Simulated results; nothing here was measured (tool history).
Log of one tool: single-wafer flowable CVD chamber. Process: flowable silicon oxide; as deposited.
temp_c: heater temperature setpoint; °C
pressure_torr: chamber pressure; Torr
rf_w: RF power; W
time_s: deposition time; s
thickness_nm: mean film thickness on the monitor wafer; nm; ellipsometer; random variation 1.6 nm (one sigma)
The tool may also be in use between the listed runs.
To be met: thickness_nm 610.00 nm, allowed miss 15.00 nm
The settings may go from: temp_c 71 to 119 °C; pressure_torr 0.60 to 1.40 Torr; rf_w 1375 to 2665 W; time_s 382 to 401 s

run,hour,temp_c,pressure_torr,rf_w,time_s,thickness_nm
1,0.0,95,1.00,2020,401,391.64
2,5.5,95,0.84,2020,401,347.96
3,9.8,89,0.84,2020,401,435.03
4,16.4,89,0.84,2240,401,440.27
5,22.8,86,0.84,2240,401,485.96
6,31.8,86,0.84,2370,401,487.73
7,39.5,84,0.84,2370,401,527.05
8,44.9,83,0.84,2370,401,545.05
9,47.6,82,0.84,2370,401,565.39
10,49.3,81,0.84,2370,401,583.60

4 next moves are on the table. One of them brings every result within its allowed miss. Which?
A,51.0,76,0.69,2290,401,?
B,51.0,76,0.75,1970,389,?
C,51.0,80,0.87,2265,401,?
D,51.0,86,1.08,2260,401,?

move,thickness_nm
A,583.52
B,586.50
C,609.22
D,583.91
A: as far off as the last run
B: nearer than the last run, and not there yet
C: meets every target
D: as far off as the last run
Answer: C
